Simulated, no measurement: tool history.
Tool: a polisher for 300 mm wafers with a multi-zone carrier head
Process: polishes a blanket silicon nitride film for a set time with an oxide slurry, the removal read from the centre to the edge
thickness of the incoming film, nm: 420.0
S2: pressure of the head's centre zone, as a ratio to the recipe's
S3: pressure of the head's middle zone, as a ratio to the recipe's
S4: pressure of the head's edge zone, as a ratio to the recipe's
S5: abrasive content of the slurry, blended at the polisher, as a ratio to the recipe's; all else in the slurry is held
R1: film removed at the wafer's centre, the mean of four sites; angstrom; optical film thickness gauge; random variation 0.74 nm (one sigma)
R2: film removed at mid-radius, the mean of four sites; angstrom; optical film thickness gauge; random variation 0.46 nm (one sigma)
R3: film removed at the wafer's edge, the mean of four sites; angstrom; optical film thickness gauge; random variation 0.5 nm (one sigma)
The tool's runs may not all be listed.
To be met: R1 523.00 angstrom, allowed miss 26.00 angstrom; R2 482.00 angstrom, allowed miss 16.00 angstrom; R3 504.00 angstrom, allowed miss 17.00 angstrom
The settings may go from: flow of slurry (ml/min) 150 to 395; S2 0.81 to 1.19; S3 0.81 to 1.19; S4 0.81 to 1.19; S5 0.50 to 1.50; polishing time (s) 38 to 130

{"run": 1, "day": 0.0, "flow of slurry (ml/min)": 250, "S2": 1.0, "S3": 1.0, "S4": 1.0, "S5": 1.0, "polishing time (s)": 84, "R1": 601.08, "R2": 605.01, "R3": 624.96}
{"run": 2, "day": 0.112, "flow of slurry (ml/min)": 250, "S2": 1.0, "S3": 1.08, "S4": 1.0, "S5": 1.0, "polishing time (s)": 84, "R1": 595.24, "R2": 656.64, "R3": 623.39}
{"run": 3, "day": 0.4, "flow of slurry (ml/min)": 210, "S2": 1.0, "S3": 1.08, "S4": 1.0, "S5": 1.0, "polishing time (s)": 84, "R1": 587.71, "R2": 631.64, "R3": 618.83}
{"run": 4, "day": 0.596, "flow of slurry (ml/min)": 210, "S2": 1.0, "S3": 1.01, "S4": 1.0, "S5": 1.0, "polishing time (s)": 84, "R1": 569.21, "R2": 590.86, "R3": 630.98}
{"run": 5, "day": 0.842, "flow of slurry (ml/min)": 230, "S2": 1.01, "S3": 0.99, "S4": 0.97, "S5": 0.9, "polishing time (s)": 84, "R1": 546.9, "R2": 548.32, "R3": 569.71}
{"run": 6, "day": 1.192, "flow of slurry (ml/min)": 225, "S2": 1.02, "S3": 0.97, "S4": 0.93, "S5": 0.9, "polishing time (s)": 84, "R1": 566.88, "R2": 530.69, "R3": 560.67}
{"run": 7, "day": 1.504, "flow of slurry (ml/min)": 210, "S2": 0.98, "S3": 0.96, "S4": 0.84, "S5": 0.75, "polishing time (s)": 83, "R1": 440.73, "R2": 446.12, "R3": 438.9}
{"run": 8, "day": 1.612, "flow of slurry (ml/min)": 280, "S2": 1.04, "S3": 0.95, "S4": 0.93, "S5": 0.75, "polishing time (s)": 83, "R1": 506.55, "R2": 464.13, "R3": 475.96}
{"run": 9, "day": 1.95, "flow of slurry (ml/min)": 280, "S2": 1.04, "S3": 0.96, "S4": 0.95, "S5": 0.75, "polishing time (s)": 83, "R1": 489.4, "R2": 472.21, "R3": 485.51}

4 next moves are on the table. One of them brings every result within its allowed miss. Which?
{"run": "A", "day": 2.288, "flow of slurry (ml/min)": 335, "S2": 1.02, "S3": 1.01, "S4": 0.96, "S5": 0.6, "polishing time (s)": 101, "R1": "?", "R2": "?", "R3": "?"}
{"run": "B", "day": 2.288, "flow of slurry (ml/min)": 340, "S2": 0.98, "S3": 0.97, "S4": 1.07, "S5": 0.7, "polishing time (s)": 88, "R1": "?", "R2": "?", "R3": "?"}
{"run": "C", "day": 2.288, "flow of slurry (ml/min)": 335, "S2": 1.07, "S3": 0.99, "S4": 1.02, "S5": 0.8, "polishing time (s)": 77, "R1": "?", "R2": "?", "R3": "?"}
{"run": "D", "day": 2.288, "flow of slurry (ml/min)": 320, "S2": 1.13, "S3": 0.99, "S4": 0.84, "S5": 0.65, "polishing time (s)": 97, "R1": "?", "R2": "?", "R3": "?"}

move=A R1=461.80 R2=453.92 R3=462.39
move=B R1=470.50 R2=465.47 R3=516.63
move=C R1=513.67 R2=472.99 R3=504.48
move=D R1=545.10 R2=475.28 R3=464.61
A: further off than the last run
B: further off than the last run
C: meets every target
D: brings the result that was furthest off to its target, and leaves another outside
The right move is C.
